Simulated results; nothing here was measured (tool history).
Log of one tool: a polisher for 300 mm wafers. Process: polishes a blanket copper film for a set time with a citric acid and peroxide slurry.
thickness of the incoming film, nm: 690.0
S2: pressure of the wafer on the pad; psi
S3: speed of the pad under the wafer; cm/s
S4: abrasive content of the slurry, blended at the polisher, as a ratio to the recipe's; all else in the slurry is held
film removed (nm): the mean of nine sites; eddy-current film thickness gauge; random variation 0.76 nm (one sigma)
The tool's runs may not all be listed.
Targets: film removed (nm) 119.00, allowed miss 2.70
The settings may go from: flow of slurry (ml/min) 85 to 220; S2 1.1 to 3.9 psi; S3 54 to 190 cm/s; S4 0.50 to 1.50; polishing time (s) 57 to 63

Run 1, hour 0.0: flow of slurry (ml/min) 140, S2 2.5 psi, S3 122 cm/s, S4 1.00, polishing time (s) 63. Result: film removed (nm) 139.10.
Run 2, hour 4.1: flow of slurry (ml/min) 140, S2 2.5 psi, S3 122 cm/s, S4 1.20, polishing time (s) 63. Result: film removed (nm) 144.49.
Run 3, hour 10.3: flow of slurry (ml/min) 130, S2 2.4 psi, S3 122 cm/s, S4 1.20, polishing time (s) 63. Result: film removed (nm) 135.33.
Run 4, hour 12.1: flow of slurry (ml/min) 130, S2 2.9 psi, S3 122 cm/s, S4 1.20, polishing time (s) 63. Result: film removed (nm) 162.12.
Run 5, hour 18.7: flow of slurry (ml/min) 120, S2 2.7 psi, S3 122 cm/s, S4 1.20, polishing time (s) 63. Result: film removed (nm) 147.04.
Run 6, hour 27.7: flow of slurry (ml/min) 110, S2 2.6 psi, S3 122 cm/s, S4 1.20, polishing time (s) 63. Result: film removed (nm) 141.11.
Run 7, hour 29.4: flow of slurry (ml/min) 105, S2 2.5 psi, S3 122 cm/s, S4 1.20, polishing time (s) 63. Result: film removed (nm) 133.30.
Run 8, hour 38.0: flow of slurry (ml/min) 100, S2 2.4 psi, S3 122 cm/s, S4 1.20, polishing time (s) 63. Result: film removed (nm) 126.77.

4 next moves are on the table. One of them brings every result within its allowed miss. Which?
Run A, hour 46.6: flow of slurry (ml/min) 100, S2 1.9 psi, S3 142 cm/s, S4 1.25, polishing time (s) 59. Result: film removed (nm) ?.
Run B, hour 46.6: flow of slurry (ml/min) 85, S2 2.8 psi, S3 102 cm/s, S4 1.40, polishing time (s) 61. Result: film removed (nm) ?.
Run C, hour 46.6: flow of slurry (ml/min) 90, S2 2.0 psi, S3 130 cm/s, S4 1.30, polishing time (s) 63. Result: film removed (nm) ?.
Run D, hour 46.6: flow of slurry (ml/min) 105, S2 2.2 psi, S3 138 cm/s, S4 1.45, polishing time (s) 61. Result: film removed (nm) ?.

move  film removed (nm)
   A             111.89
   B             119.38
   C             112.92
   D             133.73
A: takes the result that was furthest off past its target
B: meets every target
C: takes the result that was furthest off past its target
D: further off than the last run
The right move is B.
